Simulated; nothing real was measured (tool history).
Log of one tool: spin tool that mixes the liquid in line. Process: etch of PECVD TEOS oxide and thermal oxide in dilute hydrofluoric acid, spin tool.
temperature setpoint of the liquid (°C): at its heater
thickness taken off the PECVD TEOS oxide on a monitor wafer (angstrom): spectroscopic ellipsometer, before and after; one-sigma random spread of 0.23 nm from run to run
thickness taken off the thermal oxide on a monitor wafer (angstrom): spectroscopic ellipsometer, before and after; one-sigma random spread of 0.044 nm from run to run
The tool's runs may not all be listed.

| run | hour | temperature setpoint of the liquid (°C) | parts of water to one part of 49 % hydrofluoric acid (parts by volume) | time under the liquid (s) | thickness taken off the PECVD TEOS oxide on a monitor wafer (angstrom) | thickness taken off the thermal oxide on a monitor wafer (angstrom) |
|---|---|---|---|---|---|---|
| 1 | 0.0 | 26.0 | 50 | 30 | 182.06 | 29.694 |
| 2 | 4.0 | 24.0 | 50 | 30 | 167.30 | 27.015 |
| 3 | 6.9 | 26.5 | 50 | 30 | 185.60 | 29.864 |
| 4 | 12.7 | 26.5 | 50 | 20 | 121.75 | 20.362 |
| 5 | 17.0 | 26.5 | 35 | 20 | 179.53 | 29.456 |
| 6 | 20.3 | 26.5 | 50 | 20 | 122.28 | 20.057 |
| 7 | 24.0 | 26.5 | 50 | 20 | 124.97 | 20.236 |
| 8 | 30.0 | 28.5 | 45 | 20 | 151.20 | 24.426 |
| 9 | 33.0 | 28.5 | 45 | 20 | 149.47 | 24.079 |

Estimate the outcome of run 10 from the log above:
| 10 | 37.7 | 29.0 | 40 | 20 | ? | ? |

{"run 10": {"thickness taken off the PECVD TEOS oxide on a monitor wafer (angstrom)": 174.15, "thickness taken off the thermal oxide on a monitor wafer (angstrom)": 28.161}}

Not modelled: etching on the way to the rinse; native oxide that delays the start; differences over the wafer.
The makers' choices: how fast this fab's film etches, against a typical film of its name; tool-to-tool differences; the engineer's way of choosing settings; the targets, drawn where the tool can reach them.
